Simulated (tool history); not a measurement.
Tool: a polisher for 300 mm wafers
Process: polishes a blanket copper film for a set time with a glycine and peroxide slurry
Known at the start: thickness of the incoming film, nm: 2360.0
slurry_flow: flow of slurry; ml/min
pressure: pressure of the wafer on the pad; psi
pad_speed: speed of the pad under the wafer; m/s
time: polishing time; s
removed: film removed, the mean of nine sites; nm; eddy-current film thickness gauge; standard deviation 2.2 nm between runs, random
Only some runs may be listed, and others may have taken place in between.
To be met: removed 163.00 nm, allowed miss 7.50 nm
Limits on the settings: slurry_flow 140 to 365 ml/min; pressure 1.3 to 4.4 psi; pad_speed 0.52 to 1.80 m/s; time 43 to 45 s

{"run": 1, "hour": 0.0, "slurry_flow": 235, "pressure": 2.8, "pad_speed": 1.16, "time": 43, "removed": 315.73}
{"run": 2, "hour": 5.9, "slurry_flow": 235, "pressure": 2.8, "pad_speed": 1.0, "time": 43, "removed": 273.35}
{"run": 3, "hour": 9.8, "slurry_flow": 235, "pressure": 2.8, "pad_speed": 1.0, "time": 43, "removed": 273.56}
{"run": 4, "hour": 10.7, "slurry_flow": 235, "pressure": 2.4, "pad_speed": 0.98, "time": 43, "removed": 250.24}
{"run": 5, "hour": 17.5, "slurry_flow": 235, "pressure": 2.1, "pad_speed": 0.9, "time": 43, "removed": 219.84}
{"run": 6, "hour": 21.7, "slurry_flow": 205, "pressure": 2.1, "pad_speed": 0.9, "time": 43, "removed": 217.49}
{"run": 7, "hour": 28.3, "slurry_flow": 205, "pressure": 1.9, "pad_speed": 0.86, "time": 43, "removed": 199.89}
{"run": 8, "hour": 31.2, "slurry_flow": 205, "pressure": 1.7, "pad_speed": 0.84, "time": 43, "removed": 192.33}

Exercise: of the 5 proposed moves below, exactly one satisfies all targets within the stated allowed misses. Which move is it?
{"run": "A", "hour": 34.1, "slurry_flow": 235, "pressure": 1.3, "pad_speed": 0.62, "time": 43, "removed": "?"}
{"run": "B", "hour": 34.1, "slurry_flow": 230, "pressure": 1.3, "pad_speed": 0.94, "time": 43, "removed": "?"}
{"run": "C", "hour": 34.1, "slurry_flow": 255, "pressure": 1.3, "pad_speed": 0.76, "time": 43, "removed": "?"}
{"run": "D", "hour": 34.1, "slurry_flow": 285, "pressure": 1.8, "pad_speed": 0.76, "time": 43, "removed": "?"}
{"run": "E", "hour": 34.1, "slurry_flow": 205, "pressure": 1.7, "pad_speed": 0.76, "time": 44, "removed": "?"}

move=A removed=145.08
move=B removed=194.38
move=C removed=168.49
move=D removed=189.57
move=E removed=182.70
A: pushes the last run's worst result past its target
B: moves away from the targets compared with the last run
C: each result inside its tolerance
D: moves toward the targets from the last run without getting all of them in spec
E: moves toward the targets from the last run without getting all of them in spec
So the answer is move C, the one that meets all the targets.
